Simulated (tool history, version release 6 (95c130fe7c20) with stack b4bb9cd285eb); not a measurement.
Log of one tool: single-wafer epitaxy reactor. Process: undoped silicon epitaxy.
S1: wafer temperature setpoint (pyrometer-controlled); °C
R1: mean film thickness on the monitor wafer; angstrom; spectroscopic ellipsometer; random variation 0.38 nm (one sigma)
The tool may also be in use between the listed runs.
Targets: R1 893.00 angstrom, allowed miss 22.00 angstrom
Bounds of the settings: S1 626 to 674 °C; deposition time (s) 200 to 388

Run 1, hour 0.0: S1 650 °C, deposition time (s) 294. Result: R1 550.76 angstrom.
Run 2, hour 6.8: S1 656 °C, deposition time (s) 294. Result: R1 632.72 angstrom.
Run 3, hour 8.6: S1 656 °C, deposition time (s) 326. Result: R1 707.91 angstrom.
Run 4, hour 12.6: S1 656 °C, deposition time (s) 298. Result: R1 642.37 angstrom.
Run 5, hour 19.7: S1 652 °C, deposition time (s) 298. Result: R1 584.11 angstrom.
Run 6, hour 24.6: S1 652 °C, deposition time (s) 330. Result: R1 649.56 angstrom.
Run 7, hour 30.8: S1 655 °C, deposition time (s) 330. Result: R1 698.31 angstrom.
Run 8, hour 37.6: S1 657 °C, deposition time (s) 330. Result: R1 734.12 angstrom.

Which of these 4 next moves meets every target?
Run A, hour 44.4: S1 645 °C, deposition time (s) 317. Result: R1 ?.
Run B, hour 44.4: S1 667 °C, deposition time (s) 318. Result: R1 ?.
Run C, hour 44.4: S1 653 °C, deposition time (s) 319. Result: R1 ?.
Run D, hour 44.4: S1 662 °C, deposition time (s) 335. Result: R1 ?.

move      R1
   A  530.31
   B  896.64
   C  647.27
   D  840.89
A: further off than the last run
B: meets every target
C: further off than the last run
D: nearer than the last run, and not there yet
Answer: B
